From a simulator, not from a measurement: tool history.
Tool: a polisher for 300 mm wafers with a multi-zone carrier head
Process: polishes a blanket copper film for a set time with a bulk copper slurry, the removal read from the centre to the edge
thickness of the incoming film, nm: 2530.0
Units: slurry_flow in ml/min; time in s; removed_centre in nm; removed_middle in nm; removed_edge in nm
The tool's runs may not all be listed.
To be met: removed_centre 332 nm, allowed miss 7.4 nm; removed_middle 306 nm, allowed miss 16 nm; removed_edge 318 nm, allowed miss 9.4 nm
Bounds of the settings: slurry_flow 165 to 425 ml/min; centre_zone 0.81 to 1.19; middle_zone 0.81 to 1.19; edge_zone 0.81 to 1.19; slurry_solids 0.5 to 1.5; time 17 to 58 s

run 1 hour=0 | slurry_flow=275 centre_zone=1 middle_zone=1 edge_zone=1 slurry_solids=1 time=37 | removed_centre=408.45 removed_middle=406.94 removed_edge=398.85
run 2 hour=4.9 | slurry_flow=275 centre_zone=1 middle_zone=0.91 edge_zone=1 slurry_solids=1 time=37 | removed_centre=405.91 removed_middle=387.22 removed_edge=394.65
run 3 hour=13.9 | slurry_flow=275 centre_zone=0.92 middle_zone=0.91 edge_zone=1 slurry_solids=1 time=37 | removed_centre=377.46 removed_middle=390.28 removed_edge=403.7
run 4 hour=18.8 | slurry_flow=275 centre_zone=0.92 middle_zone=0.91 edge_zone=1.05 slurry_solids=1 time=37 | removed_centre=377.01 removed_middle=376.78 removed_edge=401.89
run 5 hour=25.1 | slurry_flow=275 centre_zone=0.92 middle_zone=0.91 edge_zone=1.05 slurry_solids=1 time=28 | removed_centre=291.92 removed_middle=286.17 removed_edge=308.04
run 6 hour=33.2 | slurry_flow=275 centre_zone=0.92 middle_zone=0.91 edge_zone=1.1 slurry_solids=1 time=28 | removed_centre=284.88 removed_middle=294.2 removed_edge=315.32
run 7 hour=37.1 | slurry_flow=290 centre_zone=0.95 middle_zone=0.91 edge_zone=1.09 slurry_solids=1 time=28 | removed_centre=298.87 removed_middle=292.95 removed_edge=314.43
run 8 hour=38.2 | slurry_flow=310 centre_zone=0.97 middle_zone=0.91 edge_zone=1.09 slurry_solids=1 time=28 | removed_centre=306.32 removed_middle=294.44 removed_edge=315.38
run 9 hour=43.3 | slurry_flow=320 centre_zone=0.99 middle_zone=0.92 edge_zone=1.09 slurry_solids=1 time=28 | removed_centre=308.9 removed_middle=299.57 removed_edge=316.37
run 10 hour=50.6 | slurry_flow=320 centre_zone=1.01 middle_zone=0.92 edge_zone=1.09 slurry_solids=1 time=28 | removed_centre=314.74 removed_middle=300.2 removed_edge=322.77
run 11 hour=52.8 | slurry_flow=320 centre_zone=1.01 middle_zone=0.92 edge_zone=1.09 slurry_solids=1 time=28 | removed_centre=314.62 removed_middle=295.48 removed_edge=316.65
run 12 hour=56.1 | slurry_flow=325 centre_zone=1.02 middle_zone=0.93 edge_zone=1.09 slurry_solids=1 time=28 | removed_centre=316.11 removed_middle=301.63 removed_edge=322.34

Which of these 4 next moves meets every target?
run A hour=59.4 | slurry_flow=340 centre_zone=1.06 middle_zone=0.97 edge_zone=1.09 slurry_solids=1 time=28 | removed_centre=? removed_middle=? removed_edge=?
run B hour=59.4 | slurry_flow=310 centre_zone=1.04 middle_zone=1.02 edge_zone=0.97 slurry_solids=0.95 time=28 | removed_centre=? removed_middle=? removed_edge=?
run C hour=59.4 | slurry_flow=325 centre_zone=1.13 middle_zone=0.93 edge_zone=1.15 slurry_solids=1.05 time=25 | removed_centre=? removed_middle=? removed_edge=?
run D hour=59.4 | slurry_flow=330 centre_zone=1.05 middle_zone=0.81 edge_zone=1.12 slurry_solids=0.95 time=27 | removed_centre=? removed_middle=? removed_edge=?

move=A removed_centre=332.59 removed_middle=314.23 removed_edge=320.39
move=B removed_centre=319.82 removed_middle=316.67 removed_edge=296.28
move=C removed_centre=316.99 removed_middle=276.61 removed_edge=297.51
move=D removed_centre=312.31 removed_middle=268.95 removed_edge=308.47
A: meets every target
B: further off than the last run
C: as far off as the last run
D: further off than the last run
Answer: A

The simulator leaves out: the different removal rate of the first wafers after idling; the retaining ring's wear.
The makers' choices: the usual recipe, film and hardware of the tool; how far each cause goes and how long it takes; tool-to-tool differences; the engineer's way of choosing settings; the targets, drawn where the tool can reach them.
